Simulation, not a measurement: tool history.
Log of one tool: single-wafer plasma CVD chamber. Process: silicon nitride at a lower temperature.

run	hour	heater temperature setpoint (K)	chamber pressure (Pa)	RF power (W)	deposition time (s)	mean film thickness on the monitor wafer (angstrom)
1	0.0	638.15	175	230	16.8	156.86
2	2.8	638.15	187	240	16.8	164.72
3	5.4	638.15	196	250	16.8	170.65
4	11.4	647.15	196	250	16.8	170.65
5	16.0	647.15	203	255	16.8	174.37
6	16.7	647.15	203	255	16.0	166.17

For run 7, what comes out?
7	24.0	647.15	207	265	16.1	?

Run 7 measured mean film thickness on the monitor wafer (angstrom) 173.36.

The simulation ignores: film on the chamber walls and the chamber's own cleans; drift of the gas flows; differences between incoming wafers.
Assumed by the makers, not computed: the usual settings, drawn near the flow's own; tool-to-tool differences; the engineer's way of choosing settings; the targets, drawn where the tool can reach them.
